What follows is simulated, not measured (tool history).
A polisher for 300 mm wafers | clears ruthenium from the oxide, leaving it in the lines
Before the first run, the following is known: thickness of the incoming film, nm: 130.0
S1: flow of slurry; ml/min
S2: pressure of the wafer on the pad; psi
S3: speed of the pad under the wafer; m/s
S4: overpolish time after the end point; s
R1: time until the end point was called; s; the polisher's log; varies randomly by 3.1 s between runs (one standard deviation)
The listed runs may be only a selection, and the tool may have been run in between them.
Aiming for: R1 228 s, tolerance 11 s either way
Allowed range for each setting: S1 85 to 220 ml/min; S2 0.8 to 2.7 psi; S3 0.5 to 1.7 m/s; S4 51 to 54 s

run    day   S1   S2    S3  S4      R1
  1      0  140  1.7   1.1  51  138.96
  2  0.304  140  1.3   1.1  51  172.51
  3  0.533  140  1.3   1.1  54  174.52
  4  0.883  140  1.3  1.34  54  146.84
  5  0.962  140  1.7  1.34  54  117.13
  6  1.275  160  1.7  1.34  54  115.03
  7  1.492  160  1.5  1.28  54  134.58
  8  1.546  160  1.4  1.24  54  145.83
  9  1.846  160  1.3   1.2  54  160.37
 10  2.129  160  1.2  1.18  54  171.02
 11    2.2  160  1.1  1.16  54  189.03

Exercise: of the 4 proposed moves below, exactly one satisfies all targets within the stated allowed misses. Which move is it?
  A  2.271  170  1.2  1.26  54   ?
  B  2.271  170  0.8  1.04  54   ?
  C  2.271  145  1.1   0.9  52   ?
  D  2.271  155    1   1.3  54   ?

move      R1
   A  164.57
   B  265.96
   C  235.06
   D  189.98
A: further off than the last run
B: moves the result that the last run missed by most past its target, out the other side
C: meets every target
D: no nearer and no further than the last run
Go with C: it meets all targets.

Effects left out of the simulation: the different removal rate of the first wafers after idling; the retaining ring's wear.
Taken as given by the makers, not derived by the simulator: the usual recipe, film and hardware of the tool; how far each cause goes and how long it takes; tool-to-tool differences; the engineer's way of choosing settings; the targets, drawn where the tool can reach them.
